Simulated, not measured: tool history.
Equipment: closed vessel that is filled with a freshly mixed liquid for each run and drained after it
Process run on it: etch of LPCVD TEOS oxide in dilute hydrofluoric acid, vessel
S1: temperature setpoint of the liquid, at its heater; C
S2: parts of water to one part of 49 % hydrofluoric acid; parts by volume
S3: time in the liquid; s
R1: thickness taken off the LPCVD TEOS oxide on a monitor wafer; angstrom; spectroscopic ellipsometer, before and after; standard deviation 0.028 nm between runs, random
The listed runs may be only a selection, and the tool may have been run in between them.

run,hour,S1,S2,S3,R1
1,0.0,25.0,245,30,30.917
2,9.3,27.5,245,30,33.547
3,14.6,28.5,245,30,35.191
4,16.9,29.0,245,30,35.559
5,22.1,29.0,280,30,29.855
# hour 23.8: thermometer replaced
6,23.8,29.0,355,30,23.327
7,26.2,30.0,335,30,25.886
8,35.3,30.5,320,30,28.137
9,37.5,31.0,310,30,29.998

Expected results for the next run?
10,45.8,31.5,300,30,?

{"run 10": {"R1": 31.648}}

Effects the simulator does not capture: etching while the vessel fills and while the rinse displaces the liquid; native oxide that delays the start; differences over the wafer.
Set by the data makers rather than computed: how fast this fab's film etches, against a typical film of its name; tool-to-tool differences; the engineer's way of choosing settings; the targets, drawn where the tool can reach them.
